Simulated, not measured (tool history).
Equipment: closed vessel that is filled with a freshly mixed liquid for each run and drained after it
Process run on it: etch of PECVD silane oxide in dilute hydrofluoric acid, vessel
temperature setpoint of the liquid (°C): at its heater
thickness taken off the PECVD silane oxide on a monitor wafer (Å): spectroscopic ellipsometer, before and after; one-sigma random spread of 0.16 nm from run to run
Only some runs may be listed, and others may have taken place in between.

run,day,temperature setpoint of the liquid (°C),parts of water to one part of 49 % hydrofluoric acid (parts by volume),time in the liquid (s),thickness taken off the PECVD silane oxide on a monitor wafer (Å)
1,0,22,85,30,135.8
2,0.038,22,60,30,199.2
3,0.308,20,60,30,183.7
4,0.521,20,80,30,134.19
5,0.871,17,80,30,118.39
6,1.104,19.5,75,30,140.68
7,1.367,21.5,70,30,164.71
8,1.746,23,65,30,189.23
9,1.833,24.5,60,30,221.19
10,2.071,25.5,55,30,252.04
11,2.333,26.5,55,30,262.1
12,2.446,30,40,30,431.17

Run 13 is up next; what results do you expect?
13,2.821,26.5,40,30,?

thickness taken off the PECVD silane oxide on a monitor wafer (Å): 369.89
